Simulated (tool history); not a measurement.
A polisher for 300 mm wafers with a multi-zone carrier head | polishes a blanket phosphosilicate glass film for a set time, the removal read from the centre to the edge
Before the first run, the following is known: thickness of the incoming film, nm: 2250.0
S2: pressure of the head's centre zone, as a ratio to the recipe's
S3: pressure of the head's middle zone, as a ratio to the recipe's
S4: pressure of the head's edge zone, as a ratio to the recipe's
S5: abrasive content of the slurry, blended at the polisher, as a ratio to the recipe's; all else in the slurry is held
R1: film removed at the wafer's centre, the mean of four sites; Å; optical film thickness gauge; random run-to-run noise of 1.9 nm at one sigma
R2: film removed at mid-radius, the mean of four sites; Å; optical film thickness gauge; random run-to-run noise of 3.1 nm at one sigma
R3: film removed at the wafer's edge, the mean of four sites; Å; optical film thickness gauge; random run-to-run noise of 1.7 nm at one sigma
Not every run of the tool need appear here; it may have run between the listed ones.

Run 1, hour 0.0: flow of slurry (ml/min) 195, S2 1.00, S3 1.00, S4 1.00, S5 1.00, polishing time (s) 38. Result: R1 3727.1 Å, R2 3710.7 Å, R3 3656.5 Å.
Run 2, hour 5.5: flow of slurry (ml/min) 195, S2 1.00, S3 1.00, S4 1.00, S5 1.10, polishing time (s) 38. Result: R1 3891.0 Å, R2 3910.0 Å, R3 3876.9 Å.
Run 3, hour 12.5: flow of slurry (ml/min) 195, S2 1.00, S3 1.05, S4 1.00, S5 1.10, polishing time (s) 38. Result: R1 3902.9 Å, R2 4087.0 Å, R3 3869.1 Å.
Run 4, hour 16.2: flow of slurry (ml/min) 190, S2 0.99, S3 1.05, S4 0.98, S5 1.05, polishing time (s) 37. Result: R1 3678.1 Å, R2 3898.3 Å, R3 3604.5 Å.
At hour 17.4: slurry nozzle cleaned.
Run 5, hour 17.4: flow of slurry (ml/min) 185, S2 0.97, S3 1.04, S4 0.97, S5 1.00, polishing time (s) 36. Result: R1 3562.1 Å, R2 3769.1 Å, R3 3539.6 Å.
Run 6, hour 20.6: flow of slurry (ml/min) 185, S2 0.97, S3 1.04, S4 0.92, S5 1.00, polishing time (s) 36. Result: R1 3607.1 Å, R2 3831.0 Å, R3 3439.0 Å.
Run 7, hour 29.5: flow of slurry (ml/min) 185, S2 0.96, S3 1.04, S4 0.92, S5 0.95, polishing time (s) 35. Result: R1 3342.0 Å, R2 3633.2 Å, R3 3232.9 Å.
Run 8, hour 31.3: flow of slurry (ml/min) 185, S2 0.95, S3 1.03, S4 0.92, S5 0.90, polishing time (s) 34. Result: R1 3091.9 Å, R2 3477.0 Å, R3 3068.6 Å.

Run 9 is up next; what results do you expect?
Run 9, hour 39.1: flow of slurry (ml/min) 165, S2 0.94, S3 0.93, S4 0.84, S5 0.65, polishing time (s) 28. Result: R1 ?, R2 ?, R3 ?.

Run 9 produced R1 2106.7 Å, R2 2051.5 Å, R3 1997.2 Å.

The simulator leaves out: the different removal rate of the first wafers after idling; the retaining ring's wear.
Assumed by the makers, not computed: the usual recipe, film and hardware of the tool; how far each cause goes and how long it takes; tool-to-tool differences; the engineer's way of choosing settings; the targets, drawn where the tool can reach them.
